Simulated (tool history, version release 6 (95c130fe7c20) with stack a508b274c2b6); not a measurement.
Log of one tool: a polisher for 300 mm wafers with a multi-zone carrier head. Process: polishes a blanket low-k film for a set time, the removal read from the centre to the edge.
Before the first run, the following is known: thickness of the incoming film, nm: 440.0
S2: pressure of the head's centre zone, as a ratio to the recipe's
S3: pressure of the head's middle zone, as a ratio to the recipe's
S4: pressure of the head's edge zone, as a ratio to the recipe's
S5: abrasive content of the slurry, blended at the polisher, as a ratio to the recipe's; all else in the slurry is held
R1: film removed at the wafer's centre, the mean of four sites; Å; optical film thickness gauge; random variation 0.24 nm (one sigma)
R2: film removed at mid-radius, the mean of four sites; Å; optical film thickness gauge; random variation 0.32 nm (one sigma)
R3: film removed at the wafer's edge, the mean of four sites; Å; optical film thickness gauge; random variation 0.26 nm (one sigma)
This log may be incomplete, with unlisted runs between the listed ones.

run 1 day=0 | flow_of_slurry_(ml/min)=160 S2=1 S3=1 S4=1 S5=1 polishing_time_(s)=68 | R1=269.37 R2=265.9 R3=256.01
run 2 day=0.233 | flow_of_slurry_(ml/min)=160 S2=1 S3=1 S4=1 S5=0.85 polishing_time_(s)=68 | R1=241.63 R2=242.59 R3=230.92
run 3 day=0.325 | flow_of_slurry_(ml/min)=160 S2=1.06 S3=1 S4=1 S5=0.85 polishing_time_(s)=68 | R1=260.07 R2=243.41 R3=233.96
run 4 day=0.521 | flow_of_slurry_(ml/min)=170 S2=1.05 S3=1.04 S4=1.05 S5=1 polishing_time_(s)=68 | R1=284.2 R2=279.13 R3=263.38
run 5 day=0.762 | flow_of_slurry_(ml/min)=180 S2=1.05 S3=1.06 S4=1.09 S5=1.1 polishing_time_(s)=68 | R1=307.5 R2=299.41 R3=282.34
run 6 day=0.796 | flow_of_slurry_(ml/min)=180 S2=1.04 S3=1.08 S4=1.12 S5=1.2 polishing_time_(s)=68 | R1=312.49 R2=326.87 R3=300.02
run 7 day=0.821 | flow_of_slurry_(ml/min)=225 S2=1.07 S3=1.05 S4=1.19 S5=1.4 polishing_time_(s)=69 | R1=365.39 R2=350.4 R3=339.49
run 8 day=1.171 | flow_of_slurry_(ml/min)=225 S2=1.06 S3=1.06 S4=1.19 S5=1.4 polishing_time_(s)=69 | R1=361.49 R2=358.35 R3=340.22
run 9 day=1.342 | flow_of_slurry_(ml/min)=225 S2=1.05 S3=1.06 S4=1.19 S5=1.4 polishing_time_(s)=69 | R1=357.83 R2=355.89 R3=337.37
run 10 day=1.662 | flow_of_slurry_(ml/min)=220 S2=1.04 S3=1.06 S4=1.19 S5=1.45 polishing_time_(s)=69 | R1=358.65 R2=362.04 R3=341.18

What will run 11 give?
run 11 day=1.821 | flow_of_slurry_(ml/min)=220 S2=1.04 S3=1.06 S4=1.19 S5=1.45 polishing_time_(s)=69 | R1=? R2=? R3=?

{"run 11": {"R1": 357.15, "R2": 362.62, "R3": 342.73}}
